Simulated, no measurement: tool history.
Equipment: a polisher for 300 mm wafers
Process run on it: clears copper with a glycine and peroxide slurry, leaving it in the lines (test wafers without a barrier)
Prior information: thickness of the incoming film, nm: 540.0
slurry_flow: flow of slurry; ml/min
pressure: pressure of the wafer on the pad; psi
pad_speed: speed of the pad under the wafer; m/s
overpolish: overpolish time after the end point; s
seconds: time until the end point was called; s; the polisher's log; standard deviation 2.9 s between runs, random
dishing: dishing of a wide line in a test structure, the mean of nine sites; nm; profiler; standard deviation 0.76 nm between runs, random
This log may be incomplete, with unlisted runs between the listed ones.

{"run": 1, "hour": 0.0, "slurry_flow": 205, "pressure": 2.9, "pad_speed": 0.94, "overpolish": 23, "seconds": 138.93, "dishing": 56.542}
{"run": 2, "hour": 2.5, "slurry_flow": 205, "pressure": 2.9, "pad_speed": 0.94, "overpolish": 16, "seconds": 139.36, "dishing": 42.522}
{"run": 3, "hour": 11.1, "slurry_flow": 205, "pressure": 2.9, "pad_speed": 0.94, "overpolish": 9, "seconds": 140.82, "dishing": 24.83}
{"run": 4, "hour": 12.6, "slurry_flow": 245, "pressure": 2.9, "pad_speed": 0.94, "overpolish": 9, "seconds": 141.4, "dishing": 25.679}
{"run": 5, "hour": 20.7, "slurry_flow": 245, "pressure": 2.9, "pad_speed": 0.94, "overpolish": 10, "seconds": 136.89, "dishing": 29.165}
{"hour": 24.0, "done": "worn pad replaced by a new one"}
{"run": 6, "hour": 24.0, "slurry_flow": 245, "pressure": 2.9, "pad_speed": 0.94, "overpolish": 7, "seconds": 124.2, "dishing": 22.728}
{"run": 7, "hour": 28.3, "slurry_flow": 240, "pressure": 2.9, "pad_speed": 0.94, "overpolish": 8, "seconds": 128.08, "dishing": 25.169}

Expected results for the next run?
{"run": 8, "hour": 34.1, "slurry_flow": 235, "pressure": 2.9, "pad_speed": 0.94, "overpolish": 9, "seconds": "?", "dishing": "?"}

Run 8 came out at seconds 124.32 s, dishing 28.164 nm.
